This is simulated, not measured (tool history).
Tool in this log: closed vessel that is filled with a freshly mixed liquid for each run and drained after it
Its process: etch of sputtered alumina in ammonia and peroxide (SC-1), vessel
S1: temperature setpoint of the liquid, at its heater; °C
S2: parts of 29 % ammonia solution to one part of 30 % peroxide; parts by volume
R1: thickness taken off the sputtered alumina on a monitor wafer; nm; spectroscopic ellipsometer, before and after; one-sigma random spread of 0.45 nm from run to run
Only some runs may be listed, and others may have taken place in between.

run 1 day=0.000 | S1=46.0 S2=0.85 time_in_the_liquid_(s)=855 | R1=54.604
run 2 day=0.058 | S1=52.5 S2=0.85 time_in_the_liquid_(s)=855 | R1=77.980
run 3 day=0.188 | S1=52.5 S2=0.85 time_in_the_liquid_(s)=855 | R1=76.656
run 4 day=0.275 | S1=52.0 S2=0.85 time_in_the_liquid_(s)=855 | R1=75.811
run 5 day=0.450 | S1=51.5 S2=0.85 time_in_the_liquid_(s)=855 | R1=73.079
run 6 day=0.712 | S1=58.0 S2=0.85 time_in_the_liquid_(s)=855 | R1=103.580
run 7 day=0.746 | S1=57.0 S2=0.85 time_in_the_liquid_(s)=855 | R1=98.466
run 8 day=1.012 | S1=49.0 S2=0.85 time_in_the_liquid_(s)=855 | R1=63.160

Forecast run 9:
run 9 day=1.338 | S1=49.5 S2=0.85 time_in_the_liquid_(s)=855 | R1=?

Run 9 gave R1 66.144 nm.
